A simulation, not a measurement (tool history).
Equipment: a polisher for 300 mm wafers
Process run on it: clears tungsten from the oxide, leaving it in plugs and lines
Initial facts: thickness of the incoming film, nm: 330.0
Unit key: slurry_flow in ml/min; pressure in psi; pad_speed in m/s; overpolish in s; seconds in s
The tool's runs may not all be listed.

run 1 hour=0.0 | slurry_flow=175 pressure=4.5 pad_speed=1.10 slurry_solids=1.0 overpolish=5 | seconds=49.610
run 2 hour=2.9 | slurry_flow=175 pressure=4.5 pad_speed=0.88 slurry_solids=1.0 overpolish=5 | seconds=61.098
run 3 hour=4.7 | slurry_flow=175 pressure=4.5 pad_speed=0.78 slurry_solids=1.0 overpolish=5 | seconds=66.202
run 4 hour=10.0 | slurry_flow=175 pressure=4.8 pad_speed=0.80 slurry_solids=1.0 overpolish=5 | seconds=62.443
run 5 hour=17.7 | slurry_flow=175 pressure=4.8 pad_speed=0.80 slurry_solids=0.8 overpolish=5 | seconds=64.187
run 6 hour=22.9 | slurry_flow=175 pressure=4.8 pad_speed=0.80 slurry_solids=0.8 overpolish=5 | seconds=64.062
run 7 hour=24.1 | slurry_flow=175 pressure=5.1 pad_speed=0.84 slurry_solids=0.8 overpolish=5 | seconds=57.488
run 8 hour=26.6 | slurry_flow=175 pressure=5.4 pad_speed=0.86 slurry_solids=0.8 overpolish=5 | seconds=53.018
run 9 hour=30.6 | slurry_flow=175 pressure=5.6 pad_speed=0.88 slurry_solids=0.8 overpolish=5 | seconds=51.120
run 10 hour=36.6 | slurry_flow=175 pressure=5.8 pad_speed=0.92 slurry_solids=0.8 overpolish=5 | seconds=47.685
run 11 hour=41.5 | slurry_flow=175 pressure=6.0 pad_speed=0.94 slurry_solids=0.8 overpolish=5 | seconds=44.874

For run 12, what comes out?
run 12 hour=50.4 | slurry_flow=175 pressure=6.1 pad_speed=0.96 slurry_solids=0.8 overpolish=5 | seconds=?

Run 12 yielded seconds 42.754 s.
